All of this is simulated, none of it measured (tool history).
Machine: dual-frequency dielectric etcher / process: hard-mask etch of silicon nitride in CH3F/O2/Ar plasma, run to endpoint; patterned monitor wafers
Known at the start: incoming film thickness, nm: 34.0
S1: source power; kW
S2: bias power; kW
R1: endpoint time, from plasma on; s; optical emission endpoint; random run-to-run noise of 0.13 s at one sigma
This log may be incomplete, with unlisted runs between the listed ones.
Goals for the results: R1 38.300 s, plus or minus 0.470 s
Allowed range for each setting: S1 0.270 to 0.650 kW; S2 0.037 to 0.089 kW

run    day     S1     S2      R1
  1  0.000  0.460  0.063  41.740
  2  0.325  0.480  0.063  41.021
  3  0.638  0.500  0.063  39.771
  4  0.842  0.500  0.053  43.397
  5  0.975  0.450  0.053  45.518
  6  1.308  0.450  0.046  49.033
     1.658  -- wet clean of the chamber
  7  1.658  0.550  0.057  41.182
  8  2.008  0.570  0.057  40.924
  9  2.321  0.590  0.058  39.766
 10  2.662  0.600  0.058  39.746
 11  2.888  0.610  0.058  39.367
 12  3.004  0.610  0.058  39.376
 13  3.175  0.620  0.058  39.215
 14  3.200  0.630  0.058  38.822

4 next moves are on the table. One of them brings every result within its allowed miss. Which?
  A  3.225  0.590  0.060   ?
  B  3.225  0.640  0.055   ?
  C  3.225  0.620  0.060   ?
  D  3.225  0.650  0.055   ?

move      R1
   A  39.493
   B  39.797
   C  38.699
   D  39.543
A: the biggest miss grows against the last run
B: the biggest miss grows against the last run
C: meets every target
D: the biggest miss grows against the last run
C is the move that brings every result within its allowed miss.
